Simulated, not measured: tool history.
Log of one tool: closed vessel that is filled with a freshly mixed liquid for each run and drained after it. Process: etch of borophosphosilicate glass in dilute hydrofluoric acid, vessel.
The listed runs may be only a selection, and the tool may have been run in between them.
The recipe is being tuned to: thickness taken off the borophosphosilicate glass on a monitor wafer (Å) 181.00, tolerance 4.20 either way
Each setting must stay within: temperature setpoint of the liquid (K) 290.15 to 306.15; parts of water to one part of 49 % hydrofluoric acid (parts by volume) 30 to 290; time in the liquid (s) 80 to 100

run  hour  temperature setpoint of the liquid (K)  parts of water to one part of 49 % hydrofluoric acid (parts by volume)  time in the liquid (s)  thickness taken off the borophosphosilicate glass on a monitor wafer (Å)
  1   0.0                                  298.15                                                                     160                     100                                                                    334.09
  2   9.0                                  296.65                                                                     170                     100                                                                    294.17
  3  15.8                                  293.15                                                                     170                     100                                                                    256.64
  4  22.8                                  293.15                                                                     210                     100                                                                    199.55
  5  27.1                                  294.65                                                                     210                     100                                                                    211.89
  6  33.2                                  294.65                                                                     165                     100                                                                    283.11
  7  36.1                                  293.65                                                                     175                     100                                                                    255.00
  8  44.5                                  293.15                                                                     180                     100                                                                    240.02
  9  49.0                                  292.65                                                                     185                     100                                                                    227.69

Exercise: of the 4 proposed moves below, exactly one satisfies all targets within the stated allowed misses. Which move is it?
  A  53.5                                  293.65                                                                     185                      80                                                                         ?
  B  53.5                                  291.65                                                                     170                      80                                                                         ?
  C  53.5                                  293.65                                                                     205                      90                                                                         ?
  D  53.5                                  290.15                                                                     170                      80                                                                         ?

move  thickness taken off the borophosphosilicate glass on a monitor wafer (Å)
   A                                                                    191.26
   B                                                                    195.28
   C                                                                    190.34
   D                                                                    183.84
A: moves toward the targets from the last run without getting all of them in spec
B: moves toward the targets from the last run without getting all of them in spec
C: moves toward the targets from the last run without getting all of them in spec
D: hits every target within its allowed miss
The move that meets every target is D.

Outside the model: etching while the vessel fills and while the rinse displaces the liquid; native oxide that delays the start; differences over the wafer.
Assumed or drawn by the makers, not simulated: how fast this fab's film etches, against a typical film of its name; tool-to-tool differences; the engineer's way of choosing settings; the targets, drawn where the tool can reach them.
